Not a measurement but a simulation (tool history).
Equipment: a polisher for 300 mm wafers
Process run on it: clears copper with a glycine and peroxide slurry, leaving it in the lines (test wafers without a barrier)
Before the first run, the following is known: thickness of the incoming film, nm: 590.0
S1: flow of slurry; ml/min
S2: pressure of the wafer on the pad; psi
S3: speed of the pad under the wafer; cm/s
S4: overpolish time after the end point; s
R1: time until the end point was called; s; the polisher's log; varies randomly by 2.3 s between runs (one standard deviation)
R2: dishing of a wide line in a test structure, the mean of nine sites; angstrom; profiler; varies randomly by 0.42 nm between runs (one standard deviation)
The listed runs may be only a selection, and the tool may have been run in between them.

{"run": 1, "hour": 0.0, "S1": 310, "S2": 2.6, "S3": 100, "S4": 17, "R1": 152.27, "R2": 371.09}
{"run": 2, "hour": 7.9, "S1": 310, "S2": 2.6, "S3": 100, "S4": 16, "R1": 149.75, "R2": 359.37}
{"run": 3, "hour": 16.8, "S1": 310, "S2": 2.6, "S3": 116, "S4": 16, "R1": 138.39, "R2": 364.99}
{"run": 4, "hour": 21.3, "S1": 310, "S2": 2.5, "S3": 116, "S4": 16, "R1": 142.94, "R2": 373.63}
{"run": 5, "hour": 26.4, "S1": 310, "S2": 2.4, "S3": 114, "S4": 15, "R1": 151.59, "R2": 341.8}
{"run": 6, "hour": 33.6, "S1": 310, "S2": 2.3, "S3": 114, "S4": 14, "R1": 151.72, "R2": 323.5}
{"hour": 35.5, "done": "head pressure recalibrated"}
{"run": 7, "hour": 35.5, "S1": 310, "S2": 2.2, "S3": 114, "S4": 14, "R1": 146.64, "R2": 327.4}

Predict the results of run 8:
{"run": 8, "hour": 39.1, "S1": 310, "S2": 2.1, "S3": 112, "S4": 14, "R1": "?", "R2": "?"}

{"run 8": {"R1": 156.38, "R2": 323.88}}

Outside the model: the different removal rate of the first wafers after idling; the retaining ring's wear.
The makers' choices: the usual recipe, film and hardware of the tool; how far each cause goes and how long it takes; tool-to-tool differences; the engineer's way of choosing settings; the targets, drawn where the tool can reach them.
